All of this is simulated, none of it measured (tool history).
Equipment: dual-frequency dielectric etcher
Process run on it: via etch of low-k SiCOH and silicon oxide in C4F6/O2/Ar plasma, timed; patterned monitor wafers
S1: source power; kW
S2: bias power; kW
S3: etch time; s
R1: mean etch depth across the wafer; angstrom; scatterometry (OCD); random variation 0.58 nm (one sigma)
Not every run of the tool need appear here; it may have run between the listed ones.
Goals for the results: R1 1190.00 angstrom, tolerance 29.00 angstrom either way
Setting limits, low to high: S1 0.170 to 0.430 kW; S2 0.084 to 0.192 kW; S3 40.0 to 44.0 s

Run 1, hour 0.0: S1 0.300 kW, S2 0.138 kW, S3 44.0 s. Result: R1 1034.90 angstrom.
Run 2, hour 6.1: S1 0.320 kW, S2 0.141 kW, S3 44.0 s. Result: R1 1067.40 angstrom.
Run 3, hour 13.6: S1 0.320 kW, S2 0.141 kW, S3 40.0 s. Result: R1 973.26 angstrom.
Run 4, hour 20.3: S1 0.340 kW, S2 0.151 kW, S3 41.0 s. Result: R1 1052.10 angstrom.
Run 5, hour 24.5: S1 0.340 kW, S2 0.151 kW, S3 40.0 s. Result: R1 1027.50 angstrom.
Run 6, hour 33.4: S1 0.340 kW, S2 0.132 kW, S3 40.0 s. Result: R1 976.65 angstrom.
Run 7, hour 35.3: S1 0.350 kW, S2 0.143 kW, S3 40.5 s. Result: R1 1030.20 angstrom.
Run 8, hour 39.7: S1 0.360 kW, S2 0.150 kW, S3 41.0 s. Result: R1 1059.80 angstrom.
Run 9, hour 44.7: S1 0.370 kW, S2 0.156 kW, S3 41.5 s. Result: R1 1104.80 angstrom.
Run 10, hour 48.3: S1 0.380 kW, S2 0.159 kW, S3 41.5 s. Result: R1 1133.80 angstrom.
Run 11, hour 49.6: S1 0.380 kW, S2 0.159 kW, S3 41.5 s. Result: R1 1122.10 angstrom.

Next run, 4 choices. One meets every target within its allowed miss, the rest don't. Which?
Run A, hour 50.9: S1 0.410 kW, S2 0.173 kW, S3 44.0 s. Result: R1 ?.
Run B, hour 50.9: S1 0.390 kW, S2 0.174 kW, S3 40.0 s. Result: R1 ?.
Run C, hour 50.9: S1 0.280 kW, S2 0.172 kW, S3 42.0 s. Result: R1 ?.
Run D, hour 50.9: S1 0.390 kW, S2 0.168 kW, S3 42.0 s. Result: R1 ?.

move       R1
   A  1283.00
   B  1145.40
   C  1047.90
   D  1188.00
A: the result that was furthest off in the last run now lies on the other side of its target
B: nearer than the last run, and not there yet
C: the biggest miss grows against the last run
D: in spec on every target
Answer: D
